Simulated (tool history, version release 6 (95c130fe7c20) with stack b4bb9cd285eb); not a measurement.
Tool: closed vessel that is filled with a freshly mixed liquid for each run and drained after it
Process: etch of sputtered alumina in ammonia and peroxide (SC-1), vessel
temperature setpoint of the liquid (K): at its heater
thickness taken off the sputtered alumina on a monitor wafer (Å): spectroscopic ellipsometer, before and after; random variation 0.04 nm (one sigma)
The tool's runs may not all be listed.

run,day,temperature setpoint of the liquid (K),parts of 29 % ammonia solution to one part of 30 % peroxide (parts by volume),time in the liquid (s),thickness taken off the sputtered alumina on a monitor wafer (Å)
1,0.000,333.15,0.6,120,87.643
2,0.079,333.15,0.6,120,89.429
3,0.304,333.15,0.6,120,88.818
4,0.646,333.15,0.6,90,66.798
5,0.983,333.15,0.6,120,88.748
6,1.292,331.65,0.6,120,83.200

Run 7 comes next. What will it give?
7,1.462,330.15,0.6,120,?

thickness taken off the sputtered alumina on a monitor wafer (Å): 75.859

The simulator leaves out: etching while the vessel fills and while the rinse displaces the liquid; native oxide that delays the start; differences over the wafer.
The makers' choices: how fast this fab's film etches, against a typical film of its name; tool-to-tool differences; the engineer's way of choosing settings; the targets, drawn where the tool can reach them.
